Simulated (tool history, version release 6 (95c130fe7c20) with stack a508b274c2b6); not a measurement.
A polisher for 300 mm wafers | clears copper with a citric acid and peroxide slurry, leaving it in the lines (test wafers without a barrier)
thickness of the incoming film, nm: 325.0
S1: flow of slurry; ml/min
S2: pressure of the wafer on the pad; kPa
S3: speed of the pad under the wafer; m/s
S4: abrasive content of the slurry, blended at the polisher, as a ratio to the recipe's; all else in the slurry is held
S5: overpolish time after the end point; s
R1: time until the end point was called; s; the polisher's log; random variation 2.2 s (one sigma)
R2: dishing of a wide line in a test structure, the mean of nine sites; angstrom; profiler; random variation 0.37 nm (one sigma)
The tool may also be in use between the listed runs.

run 1 hour=0.0 | S1=190 S2=19.3 S3=1.00 S4=1.00 S5=29 | R1=145.20 R2=416.37
run 2 hour=3.0 | S1=190 S2=17.2 S3=1.00 S4=1.00 S5=29 | R1=165.35 R2=371.98
run 3 hour=7.6 | S1=190 S2=17.2 S3=1.00 S4=1.20 S5=29 | R1=160.13 R2=387.37
run 4 hour=15.1 | S1=190 S2=17.9 S3=1.02 S4=1.05 S5=24 | R1=153.69 R2=334.25
run 5 hour=23.4 | S1=230 S2=17.9 S3=1.02 S4=1.05 S5=24 | R1=147.83 R2=346.75
run 6 hour=24.8 | S1=230 S2=15.2 S3=1.02 S4=1.05 S5=24 | R1=174.84 R2=302.60
run 7 hour=29.4 | S1=230 S2=15.9 S3=1.02 S4=1.05 S5=20 | R1=170.50 R2=263.81
run 8 hour=30.0 | S1=230 S2=16.5 S3=1.02 S4=1.05 S5=18 | R1=159.31 R2=253.51
run 9 hour=33.1 | S1=230 S2=17.2 S3=1.02 S4=1.05 S5=17 | R1=154.60 R2=250.22
run 10 hour=39.5 | S1=235 S2=20.7 S3=1.04 S4=1.05 S5=10 | R1=122.63 R2=188.19
run 11 hour=41.1 | S1=235 S2=20.0 S3=1.06 S4=1.05 S5=11 | R1=130.13 R2=193.81

Forecast run 12:
run 12 hour=48.0 | S1=235 S2=20.0 S3=1.08 S4=1.05 S5=12 | R1=? R2=?

Run 12 gave R1 125.49 s, R2 214.46 angstrom.

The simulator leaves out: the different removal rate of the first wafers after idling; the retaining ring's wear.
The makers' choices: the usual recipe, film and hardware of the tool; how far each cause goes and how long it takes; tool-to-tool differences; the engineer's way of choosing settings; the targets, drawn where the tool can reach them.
